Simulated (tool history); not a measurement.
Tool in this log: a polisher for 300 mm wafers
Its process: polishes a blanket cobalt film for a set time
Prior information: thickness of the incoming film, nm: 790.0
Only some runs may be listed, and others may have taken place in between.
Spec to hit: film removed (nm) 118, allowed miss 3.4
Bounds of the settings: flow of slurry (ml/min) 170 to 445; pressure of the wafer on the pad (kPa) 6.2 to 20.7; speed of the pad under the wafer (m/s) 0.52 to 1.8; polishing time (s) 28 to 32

run  hour  flow of slurry (ml/min)  pressure of the wafer on the pad (kPa)  speed of the pad under the wafer (m/s)  polishing time (s)  film removed (nm)
  1     0                      285                                    13.1                                    1.16                  32             204.27
  2   3.3                      285                                      11                                    1.16                  32              173.8
  3    12                      285                                     9.7                                    1.16                  32             151.31
  4  18.6                      285                                       9                                    1.16                  32             141.86
  5  22.6                      285                                     8.3                                    1.16                  32             130.68
  6  26.4                      285                                     8.3                                    1.16                  32             131.39
  7  27.9                      280                                     6.9                                    1.16                  32             109.88
  8  32.4                      280                                     6.9                                    1.16                  32             108.67
  9  35.5                      295                                     6.9                                    1.16                  32             111.23

Of the 4 settings listed for the next run, only one would bring every result within its allowed miss of target. Which one?
  A  38.6                      275                                     7.6                                    1.08                  30                  ?
  B  38.6                      330                                     8.3                                    0.96                  32                  ?
  C  38.6                      355                                     6.9                                    1.16                  31                  ?
  D  38.6                      305                                     6.9                                    1.28                  31                  ?

move  film removed (nm)
   A             105.73
   B             111.21
   C             109.46
   D             118.91
A: the biggest miss grows against the last run
B: about the same distance from the targets as the last run
C: the biggest miss grows against the last run
D: in spec on every target
So the answer is move D, the one that meets all the targets.

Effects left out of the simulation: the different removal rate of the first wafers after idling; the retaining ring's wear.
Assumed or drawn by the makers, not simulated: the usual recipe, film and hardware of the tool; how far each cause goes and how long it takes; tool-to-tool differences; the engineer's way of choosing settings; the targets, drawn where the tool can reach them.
